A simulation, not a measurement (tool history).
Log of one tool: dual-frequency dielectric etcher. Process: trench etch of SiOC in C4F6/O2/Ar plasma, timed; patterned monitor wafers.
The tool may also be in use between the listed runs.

| run | hour | source power (kW) | bias power (kW) | etch time (s) | mean etch depth across the wafer (angstrom) |
|---|---|---|---|---|---|
| 1 | 0.0 | 0.380 | 0.179 | 20 | 373.67 |
| 2 | 7.1 | 0.360 | 0.177 | 20 | 364.16 |
| 3 | 10.8 | 0.360 | 0.177 | 20 | 362.04 |
| 4 | 18.8 | 0.350 | 0.176 | 20 | 357.13 |
| 5 | 23.5 | 0.350 | 0.176 | 20 | 359.40 |
| 6 | 29.0 | 0.320 | 0.176 | 20 | 344.61 |
| 7 | 35.3 | 0.310 | 0.175 | 20 | 336.46 |

Forecast run 8:
| 8 | 42.9 | 0.310 | 0.175 | 20 | ? |

Run 8 gave mean etch depth across the wafer (angstrom) 336.11.

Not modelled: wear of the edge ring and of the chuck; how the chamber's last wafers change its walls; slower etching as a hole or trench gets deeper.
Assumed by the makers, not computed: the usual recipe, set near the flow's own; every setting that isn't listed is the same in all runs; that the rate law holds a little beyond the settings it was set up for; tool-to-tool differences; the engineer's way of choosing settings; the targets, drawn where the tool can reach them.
